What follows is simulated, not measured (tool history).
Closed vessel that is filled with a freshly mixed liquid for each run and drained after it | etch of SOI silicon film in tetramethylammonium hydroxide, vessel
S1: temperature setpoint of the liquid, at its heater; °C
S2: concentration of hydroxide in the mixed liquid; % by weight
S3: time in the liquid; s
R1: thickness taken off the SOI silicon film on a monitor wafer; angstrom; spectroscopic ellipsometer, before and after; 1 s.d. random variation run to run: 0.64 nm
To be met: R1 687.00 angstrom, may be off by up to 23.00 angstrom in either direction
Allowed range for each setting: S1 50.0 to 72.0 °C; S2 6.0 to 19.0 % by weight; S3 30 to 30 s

run	hour	S1	S2	S3	R1
1	0.0	59.0	12.5	30	1028.50
2	8.3	57.5	12.5	30	927.03
3	11.6	56.5	12.5	30	894.08
4	16.2	56.5	12.5	30	870.21
5	18.4	55.5	12.5	30	826.09
6	23.5	54.5	12.5	30	756.47
7	32.0	54.0	12.5	30	737.03
8	35.1	53.5	12.5	30	722.54

4 candidate next runs follow, results not yet known. Just one meets every target within its allowed miss. Identify it.
A	38.2	53.0	11.0	30	?
B	38.2	53.0	10.0	30	?
C	38.2	52.0	8.5	30	?
D	38.2	54.0	14.5	30	?

move	R1
A	720.25
B	743.82
C	740.58
D	680.74
A: nearer the targets than the last run, but a result is still out of spec
B: the biggest miss grows against the last run
C: the biggest miss grows against the last run
D: hits every target within its allowed miss
The right move is D.

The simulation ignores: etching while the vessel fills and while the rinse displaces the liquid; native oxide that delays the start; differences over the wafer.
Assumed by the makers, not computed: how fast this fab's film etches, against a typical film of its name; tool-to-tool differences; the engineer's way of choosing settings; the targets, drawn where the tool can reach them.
